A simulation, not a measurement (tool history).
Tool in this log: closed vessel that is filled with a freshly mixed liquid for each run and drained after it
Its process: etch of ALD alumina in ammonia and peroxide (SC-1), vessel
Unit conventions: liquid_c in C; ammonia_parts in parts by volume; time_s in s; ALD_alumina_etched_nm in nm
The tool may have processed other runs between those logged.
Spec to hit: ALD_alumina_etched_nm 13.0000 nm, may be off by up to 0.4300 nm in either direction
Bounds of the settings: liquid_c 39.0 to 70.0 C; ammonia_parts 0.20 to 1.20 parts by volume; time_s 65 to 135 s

run,hour,liquid_c,ammonia_parts,time_s,ALD_alumina_etched_nm
1,0.0,55.0,0.70,135,9.6996
2,4.9,55.0,0.70,135,9.7595
3,9.5,55.0,0.70,135,9.8972
4,17.2,56.0,0.70,135,10.2970
5,25.2,49.5,0.70,135,7.1775
6,30.6,49.5,0.80,135,7.4209
7,36.8,51.5,0.80,135,8.1606
8,42.8,51.5,0.80,135,8.1134
9,47.2,53.0,0.80,135,9.0163
10,50.6,54.0,0.80,135,9.3133
11,52.9,55.0,0.80,135,9.8839
12,54.6,56.0,0.80,135,10.3280

Pick the move, out of 4, that brings all results within their allowed miss; only one does.
A,56.3,62.0,0.75,135,?
B,56.3,58.5,0.90,135,?
C,56.3,58.0,0.70,135,?
D,56.3,64.5,0.75,110,?

move,ALD_alumina_etched_nm
A,14.0610
B,11.9570
C,11.3760
D,12.9890
A: carries the result that was furthest off beyond its target, to the other side
B: closes in on the targets versus the last run, not all within tolerance yet
C: closes in on the targets versus the last run, not all within tolerance yet
D: all results land within tolerance of their targets
So the answer is move D, the one that meets all the targets.
